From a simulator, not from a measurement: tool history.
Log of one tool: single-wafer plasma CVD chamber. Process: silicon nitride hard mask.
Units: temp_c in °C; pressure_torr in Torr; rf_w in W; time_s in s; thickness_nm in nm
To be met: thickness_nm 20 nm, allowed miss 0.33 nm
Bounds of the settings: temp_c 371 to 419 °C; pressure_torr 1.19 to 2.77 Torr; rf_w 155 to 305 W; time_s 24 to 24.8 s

{"run": 1, "hour": 0.0, "temp_c": 395, "pressure_torr": 1.98, "rf_w": 230, "time_s": 24, "thickness_nm": 24.205}
{"run": 2, "hour": 4.6, "temp_c": 395, "pressure_torr": 1.88, "rf_w": 225, "time_s": 24, "thickness_nm": 23.374}
{"run": 3, "hour": 13.1, "temp_c": 395, "pressure_torr": 1.79, "rf_w": 220, "time_s": 24, "thickness_nm": 22.709}
{"run": 4, "hour": 17.4, "temp_c": 395, "pressure_torr": 1.71, "rf_w": 220, "time_s": 24, "thickness_nm": 22.386}
{"run": 5, "hour": 24.1, "temp_c": 395, "pressure_torr": 1.64, "rf_w": 220, "time_s": 24, "thickness_nm": 22.28}
{"run": 6, "hour": 31.6, "temp_c": 395, "pressure_torr": 1.58, "rf_w": 215, "time_s": 24, "thickness_nm": 21.635}
{"run": 7, "hour": 36.1, "temp_c": 395, "pressure_torr": 1.53, "rf_w": 215, "time_s": 24, "thickness_nm": 21.383}
{"run": 8, "hour": 38.3, "temp_c": 395, "pressure_torr": 1.48, "rf_w": 215, "time_s": 24, "thickness_nm": 21.133}
{"run": 9, "hour": 45.2, "temp_c": 395, "pressure_torr": 1.44, "rf_w": 215, "time_s": 24, "thickness_nm": 21.05}
{"run": 10, "hour": 50.3, "temp_c": 395, "pressure_torr": 1.41, "rf_w": 215, "time_s": 24, "thickness_nm": 20.916}
{"run": 11, "hour": 51.7, "temp_c": 395, "pressure_torr": 1.38, "rf_w": 215, "time_s": 24, "thickness_nm": 20.983}
{"hour": 55.5, "done": "RF generator calibrated"}
{"run": 12, "hour": 55.5, "temp_c": 395, "pressure_torr": 1.35, "rf_w": 215, "time_s": 24, "thickness_nm": 22.224}
{"run": 13, "hour": 59.4, "temp_c": 396, "pressure_torr": 1.35, "rf_w": 180, "time_s": 24, "thickness_nm": 18.522}
{"run": 14, "hour": 61.1, "temp_c": 396, "pressure_torr": 1.42, "rf_w": 180, "time_s": 24, "thickness_nm": 18.804}
{"run": 15, "hour": 69.5, "temp_c": 396, "pressure_torr": 1.48, "rf_w": 180, "time_s": 24, "thickness_nm": 18.909}
{"run": 16, "hour": 75.3, "temp_c": 396, "pressure_torr": 1.48, "rf_w": 180, "time_s": 24, "thickness_nm": 19.121}
{"run": 17, "hour": 80.0, "temp_c": 396, "pressure_torr": 1.52, "rf_w": 180, "time_s": 24, "thickness_nm": 19.158}
{"run": 18, "hour": 83.1, "temp_c": 396, "pressure_torr": 1.56, "rf_w": 180, "time_s": 24, "thickness_nm": 19.2}
{"run": 19, "hour": 91.7, "temp_c": 396, "pressure_torr": 1.6, "rf_w": 180, "time_s": 24, "thickness_nm": 19.6}

4 next moves are on the table. One of them brings every result within its allowed miss. Which?
{"run": "A", "hour": 100.3, "temp_c": 395, "pressure_torr": 1.52, "rf_w": 180, "time_s": 24, "thickness_nm": "?"}
{"run": "B", "hour": 100.3, "temp_c": 402, "pressure_torr": 1.58, "rf_w": 180, "time_s": 24, "thickness_nm": "?"}
{"run": "C", "hour": 100.3, "temp_c": 398, "pressure_torr": 2, "rf_w": 170, "time_s": 24.8, "thickness_nm": "?"}
{"run": "D", "hour": 100.3, "temp_c": 397, "pressure_torr": 1.84, "rf_w": 180, "time_s": 24.8, "thickness_nm": "?"}

move=A thickness_nm=19.092
move=B thickness_nm=19.237
move=C thickness_nm=19.905
move=D thickness_nm=20.733
A: further off than the last run
B: further off than the last run
C: meets every target
D: takes the result that was furthest off past its target
Move C is the one to make.
